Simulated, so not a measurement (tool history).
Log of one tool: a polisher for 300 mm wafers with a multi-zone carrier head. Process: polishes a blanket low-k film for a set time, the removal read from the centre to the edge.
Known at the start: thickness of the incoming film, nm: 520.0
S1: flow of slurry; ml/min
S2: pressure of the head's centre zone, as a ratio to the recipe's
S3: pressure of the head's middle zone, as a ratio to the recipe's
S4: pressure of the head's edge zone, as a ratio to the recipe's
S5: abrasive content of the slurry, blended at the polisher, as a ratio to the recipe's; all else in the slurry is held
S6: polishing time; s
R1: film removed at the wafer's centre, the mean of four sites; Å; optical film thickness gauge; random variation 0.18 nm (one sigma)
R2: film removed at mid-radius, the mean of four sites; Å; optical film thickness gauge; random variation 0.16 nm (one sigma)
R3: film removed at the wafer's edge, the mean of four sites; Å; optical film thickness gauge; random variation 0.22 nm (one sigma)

{"run": 1, "day": 0.0, "S1": 275, "S2": 1.0, "S3": 1.0, "S4": 1.0, "S5": 1.0, "S6": 36, "R1": 128.43, "R2": 127.37, "R3": 126.28}
{"run": 2, "day": 0.346, "S1": 275, "S2": 1.0, "S3": 1.0, "S4": 1.0, "S5": 1.0, "S6": 32, "R1": 115.82, "R2": 113.01, "R3": 113.24}
{"run": 3, "day": 0.454, "S1": 280, "S2": 1.01, "S3": 1.02, "S4": 1.02, "S5": 1.05, "S6": 32, "R1": 121.19, "R2": 119.73, "R3": 115.56}
{"run": 4, "day": 0.679, "S1": 280, "S2": 1.01, "S3": 1.07, "S4": 1.02, "S5": 1.05, "S6": 32, "R1": 120.06, "R2": 125.44, "R3": 113.23}
{"run": 5, "day": 0.746, "S1": 215, "S2": 1.01, "S3": 1.07, "S4": 1.02, "S5": 1.05, "S6": 32, "R1": 116.09, "R2": 119.39, "R3": 113.36}
{"run": 6, "day": 0.8, "S1": 210, "S2": 1.02, "S3": 1.07, "S4": 1.03, "S5": 1.1, "S6": 33, "R1": 123.51, "R2": 125.49, "R3": 118.62}

Forecast run 7:
{"run": 7, "day": 0.9, "S1": 255, "S2": 1.07, "S3": 1.12, "S4": 1.13, "S5": 1.35, "S6": 37, "R1": "?", "R2": "?", "R3": "?"}

{"run 7": {"R1": 164.54, "R2": 167.86, "R3": 154.59}}
